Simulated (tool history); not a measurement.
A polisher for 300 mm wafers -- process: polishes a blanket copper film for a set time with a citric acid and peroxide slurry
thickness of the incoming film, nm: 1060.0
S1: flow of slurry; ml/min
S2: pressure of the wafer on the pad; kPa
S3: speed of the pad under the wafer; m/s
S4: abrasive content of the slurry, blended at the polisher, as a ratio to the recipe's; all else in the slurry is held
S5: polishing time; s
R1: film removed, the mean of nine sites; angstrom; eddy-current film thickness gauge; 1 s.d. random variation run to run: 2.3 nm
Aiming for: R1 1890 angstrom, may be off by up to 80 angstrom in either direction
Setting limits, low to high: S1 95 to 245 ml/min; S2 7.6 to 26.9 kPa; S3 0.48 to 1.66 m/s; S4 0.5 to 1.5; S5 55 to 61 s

Run 1, day 0: S1 155 ml/min, S2 17.2 kPa, S3 1.06 m/s, S4 1, S5 61 s. Result: R1 1160.2 angstrom.
Run 2, day 0.275: S1 155 ml/min, S2 17.2 kPa, S3 1.06 m/s, S4 1, S5 61 s. Result: R1 1173.8 angstrom.
Run 3, day 0.562: S1 155 ml/min, S2 18.6 kPa, S3 1.06 m/s, S4 1, S5 61 s. Result: R1 1244.9 angstrom.
Run 4, day 0.883: S1 155 ml/min, S2 18.6 kPa, S3 1.06 m/s, S4 1, S5 55 s. Result: R1 1130.5 angstrom.
Run 5, day 1.029: S1 155 ml/min, S2 18.6 kPa, S3 1.06 m/s, S4 0.85, S5 55 s. Result: R1 1079 angstrom.
Run 6, day 1.125: S1 155 ml/min, S2 20 kPa, S3 1.08 m/s, S4 0.85, S5 55 s. Result: R1 1166.6 angstrom.
Run 7, day 1.238: S1 155 ml/min, S2 21.4 kPa, S3 1.12 m/s, S4 0.85, S5 55 s. Result: R1 1274.4 angstrom.
Run 8, day 1.346: S1 155 ml/min, S2 22.8 kPa, S3 1.16 m/s, S4 0.85, S5 55 s. Result: R1 1427.9 angstrom.
Run 9, day 1.542: S1 155 ml/min, S2 23.4 kPa, S3 1.18 m/s, S4 0.85, S5 55 s. Result: R1 1451.7 angstrom.
Run 10, day 1.571: S1 155 ml/min, S2 24.1 kPa, S3 1.2 m/s, S4 0.85, S5 55 s. Result: R1 1519.2 angstrom.
Run 11, day 1.708: S1 155 ml/min, S2 24.8 kPa, S3 1.22 m/s, S4 0.85, S5 55 s. Result: R1 1570 angstrom.
Run 12, day 1.771: S1 155 ml/min, S2 24.8 kPa, S3 1.22 m/s, S4 0.85, S5 55 s. Result: R1 1600.9 angstrom.
Run 13, day 1.883: S1 155 ml/min, S2 24.8 kPa, S3 1.22 m/s, S4 0.85, S5 55 s. Result: R1 1574.9 angstrom.
Run 14, day 2.221: S1 155 ml/min, S2 25.5 kPa, S3 1.24 m/s, S4 0.85, S5 55 s. Result: R1 1616 angstrom.
Run 15, day 2.592: S1 155 ml/min, S2 25.5 kPa, S3 1.24 m/s, S4 0.85, S5 55 s. Result: R1 1636.8 angstrom.
Run 16, day 2.938: S1 165 ml/min, S2 26.9 kPa, S3 1.3 m/s, S4 0.85, S5 55 s. Result: R1 1830.2 angstrom.

Exactly one of the 4 candidate moves below puts every result within its allowed miss. Which one?
Run A, day 3.283: S1 150 ml/min, S2 26.9 kPa, S3 1.1 m/s, S4 0.8, S5 61 s. Result: R1 ?.
Run B, day 3.283: S1 195 ml/min, S2 22.8 kPa, S3 1.42 m/s, S4 0.9, S5 61 s. Result: R1 ?.
Run C, day 3.283: S1 190 ml/min, S2 25.5 kPa, S3 1.24 m/s, S4 0.8, S5 57 s. Result: R1 ?.
Run D, day 3.283: S1 150 ml/min, S2 26.9 kPa, S3 1.18 m/s, S4 0.9, S5 57 s. Result: R1 ?.

move      R1
   A  1718.1
   B    1859
   C    1702
   D  1738.3
A: moves away from the targets compared with the last run
B: every result lands within tolerance
C: moves away from the targets compared with the last run
D: moves away from the targets compared with the last run
Go with B: it meets all targets.
